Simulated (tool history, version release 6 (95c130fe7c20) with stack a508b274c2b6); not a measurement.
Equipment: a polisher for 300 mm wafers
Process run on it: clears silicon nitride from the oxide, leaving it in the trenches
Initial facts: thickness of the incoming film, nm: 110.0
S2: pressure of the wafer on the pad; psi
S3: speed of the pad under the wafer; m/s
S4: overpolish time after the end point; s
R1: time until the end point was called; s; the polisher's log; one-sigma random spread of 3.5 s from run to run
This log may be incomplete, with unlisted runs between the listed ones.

{"run": 1, "hour": 0.0, "flow of slurry (ml/min)": 285, "S2": 2.7, "S3": 1.14, "S4": 36, "R1": 99.011}
{"run": 2, "hour": 7.2, "flow of slurry (ml/min)": 285, "S2": 2.7, "S3": 1.14, "S4": 36, "R1": 93.813}
{"run": 3, "hour": 9.2, "flow of slurry (ml/min)": 285, "S2": 2.7, "S3": 1.24, "S4": 36, "R1": 92.244}
{"run": 4, "hour": 16.3, "flow of slurry (ml/min)": 285, "S2": 2.5, "S3": 1.18, "S4": 36, "R1": 103.46}
{"run": 5, "hour": 18.2, "flow of slurry (ml/min)": 285, "S2": 2.0, "S3": 1.18, "S4": 36, "R1": 129.56}
{"run": 6, "hour": 24.0, "flow of slurry (ml/min)": 245, "S2": 2.0, "S3": 1.18, "S4": 36, "R1": 122.74}
{"run": 7, "hour": 26.5, "flow of slurry (ml/min)": 290, "S2": 1.3, "S3": 0.9, "S4": 36, "R1": 255.89}
{"run": 8, "hour": 29.7, "flow of slurry (ml/min)": 290, "S2": 1.4, "S3": 0.9, "S4": 36, "R1": 223.37}

What does the tool deliver on the next run?
{"run": 9, "hour": 31.6, "flow of slurry (ml/min)": 290, "S2": 1.5, "S3": 0.9, "S4": 36, "R1": "?"}

{"run 9": {"R1": 213.27}}

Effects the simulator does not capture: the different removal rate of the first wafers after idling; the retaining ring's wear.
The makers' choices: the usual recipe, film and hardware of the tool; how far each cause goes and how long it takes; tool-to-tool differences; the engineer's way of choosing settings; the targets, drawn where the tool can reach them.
